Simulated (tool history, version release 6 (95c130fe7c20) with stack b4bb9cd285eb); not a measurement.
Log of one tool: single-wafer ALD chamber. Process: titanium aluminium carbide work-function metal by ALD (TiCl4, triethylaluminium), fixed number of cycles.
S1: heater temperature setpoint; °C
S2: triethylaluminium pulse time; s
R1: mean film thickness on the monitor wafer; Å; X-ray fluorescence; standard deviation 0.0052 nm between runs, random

{"run": 1, "hour": 0.0, "S1": 310, "S2": 7.27, "R1": 21.237}
{"run": 2, "hour": 3.0, "S1": 310, "S2": 8.46, "R1": 22.028}
{"run": 3, "hour": 4.8, "S1": 305, "S2": 8.46, "R1": 21.553}
{"run": 4, "hour": 7.7, "S1": 303, "S2": 8.21, "R1": 21.236}
{"run": 5, "hour": 11.8, "S1": 311, "S2": 8.21, "R1": 22.117}
{"run": 6, "hour": 16.5, "S1": 309, "S2": 8.03, "R1": 21.643}

What does the tool deliver on the next run?
{"run": 7, "hour": 21.0, "S1": 307, "S2": 7.82, "R1": "?"}

Run 7 yielded R1 21.407 Å.
